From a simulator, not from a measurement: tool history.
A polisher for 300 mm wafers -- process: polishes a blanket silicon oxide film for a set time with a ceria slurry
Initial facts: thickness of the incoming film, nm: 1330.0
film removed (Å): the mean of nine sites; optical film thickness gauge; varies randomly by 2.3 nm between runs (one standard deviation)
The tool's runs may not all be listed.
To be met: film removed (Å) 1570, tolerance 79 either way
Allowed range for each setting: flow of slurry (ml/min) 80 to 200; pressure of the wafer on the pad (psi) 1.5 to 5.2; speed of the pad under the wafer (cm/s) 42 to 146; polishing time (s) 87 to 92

run,hour,flow of slurry (ml/min),pressure of the wafer on the pad (psi),speed of the pad under the wafer (cm/s),polishing time (s),film removed (Å)
1,0,130,3.3,94,87,3687.4
2,2,125,2.8,88,87,2983
3,3.8,125,2.5,82,87,2589.1
4,4.4,125,2.5,82,92,2674.4
5,5.6,125,2.2,76,92,2234.6
6,14.5,125,2,74,92,2009.2
7,20.1,125,1.9,72,92,1884.2
8,21.6,125,1.8,72,92,1728
9,24.5,125,1.7,72,92,1634.4
10,33.1,125,1.7,72,92,1656.1
11,33.7,125,1.7,72,92,1679.3

Which of these 5 next moves meets every target?
A,34.3,120,2.1,68,92,?
B,34.3,135,2,70,92,?
C,34.3,105,1.7,78,92,?
D,34.3,105,1.8,82,87,?
E,34.3,125,2.1,52,91,?

move,film removed (Å)
A,1880.9
B,1866.9
C,1693.4
D,1762.7
E,1511.4
A: lands further from the targets than the last run did
B: lands further from the targets than the last run did
C: lands further from the targets than the last run did
D: lands further from the targets than the last run did
E: every result within its allowed miss
E meets every target.
